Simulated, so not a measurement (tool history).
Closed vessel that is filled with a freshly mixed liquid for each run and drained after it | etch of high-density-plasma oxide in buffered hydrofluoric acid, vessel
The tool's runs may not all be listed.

| run | hour | temperature setpoint of the liquid (°C) | parts of 40 % ammonium fluoride to one part of 49 % hydrofluoric acid (parts by volume) | time in the liquid (s) | thickness taken off the high-density-plasma oxide on a monitor wafer (angstrom) |
|---|---|---|---|---|---|
| 1 | 0 | 22 | 15 | 35 | 554.07 |
| 2 | 4 | 22 | 11.5 | 35 | 703.15 |
| 3 | 6.2 | 22 | 9 | 35 | 885.19 |
| 4 | 13.9 | 22 | 11 | 35 | 750.98 |
| 5 | 19.8 | 21 | 13 | 35 | 592.67 |
| 6 | 23.5 | 20 | 14 | 35 | 524.16 |
| 7 | 31.5 | 19.5 | 15 | 35 | 479.97 |
| 8 | 33.4 | 19 | 16 | 35 | 438.6 |

Forecast run 9:
| 9 | 35.9 | 18.5 | 17 | 35 | ? |

Run 9 gave thickness taken off the high-density-plasma oxide on a monitor wafer (angstrom) 403.76.
